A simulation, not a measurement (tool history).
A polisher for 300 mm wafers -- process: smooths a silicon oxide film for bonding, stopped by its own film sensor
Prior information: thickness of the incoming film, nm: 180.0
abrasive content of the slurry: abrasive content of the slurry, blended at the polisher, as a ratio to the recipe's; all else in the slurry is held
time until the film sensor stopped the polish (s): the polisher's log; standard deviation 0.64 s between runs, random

run,hour,flow of slurry (ml/min),pressure of the wafer on the pad (kPa),speed of the pad under the wafer (cm/s),abrasive content of the slurry,target thickness at which the film sensor stops the polish (Å),time until the film sensor stopped the polish (s)
1,0,200,15.9,84,1,1680,21.446
2,3,200,13.8,76,1,1680,26.642
3,10.1,200,13.8,76,0.95,1680,27.886
4,13.5,200,13.8,64,0.95,1680,31.827
5,20.3,200,11.7,62,0.95,1680,37.726
6,26.1,200,10.3,62,0.95,1680,42.147

What does the tool deliver on the next run?
7,31.2,200,9.7,62,0.95,1680,?

time until the film sensor stopped the polish (s): 45.403
